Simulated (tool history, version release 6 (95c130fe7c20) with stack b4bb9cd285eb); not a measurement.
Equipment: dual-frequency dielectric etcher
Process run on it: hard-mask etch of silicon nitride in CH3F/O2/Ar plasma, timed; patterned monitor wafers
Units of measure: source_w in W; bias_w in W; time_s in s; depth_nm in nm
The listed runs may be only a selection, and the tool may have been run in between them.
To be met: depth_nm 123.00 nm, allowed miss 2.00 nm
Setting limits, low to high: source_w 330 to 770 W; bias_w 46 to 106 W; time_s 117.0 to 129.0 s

| run | hour | source_w | bias_w | time_s | depth_nm |
|---|---|---|---|---|---|
| 1 | 0.0 | 550 | 76 | 129.0 | 104.91 |
| 2 | 1.1 | 580 | 77 | 129.0 | 108.46 |
| 3 | 7.2 | 600 | 77 | 129.0 | 110.67 |
| 4 | 16.0 | 620 | 77 | 129.0 | 113.19 |
| 5 | 17.7 | 620 | 77 | 129.0 | 113.41 |
| 6 | 26.3 | 630 | 77 | 129.0 | 114.05 |
| 7 | 28.1 | 640 | 77 | 129.0 | 114.04 |
| 8 | 33.2 | 640 | 77 | 129.0 | 114.51 |
| 9 | 35.0 | 650 | 77 | 129.0 | 116.02 |

Which of these 4 next moves meets every target?
| A | 36.8 | 660 | 70 | 124.5 | ? |
| B | 36.8 | 770 | 82 | 126.0 | ? |
| C | 36.8 | 720 | 84 | 129.0 | ? |
| D | 36.8 | 680 | 86 | 129.0 | ? |

| move | depth_nm |
|---|---|
| A | 108.26 |
| B | 126.01 |
| C | 125.59 |
| D | 122.82 |
A: its largest miss is bigger than the last run's
B: moves the result that the last run missed by most past its target, out the other side
C: moves the result that the last run missed by most past its target, out the other side
D: all results land within tolerance of their targets
D meets every target.

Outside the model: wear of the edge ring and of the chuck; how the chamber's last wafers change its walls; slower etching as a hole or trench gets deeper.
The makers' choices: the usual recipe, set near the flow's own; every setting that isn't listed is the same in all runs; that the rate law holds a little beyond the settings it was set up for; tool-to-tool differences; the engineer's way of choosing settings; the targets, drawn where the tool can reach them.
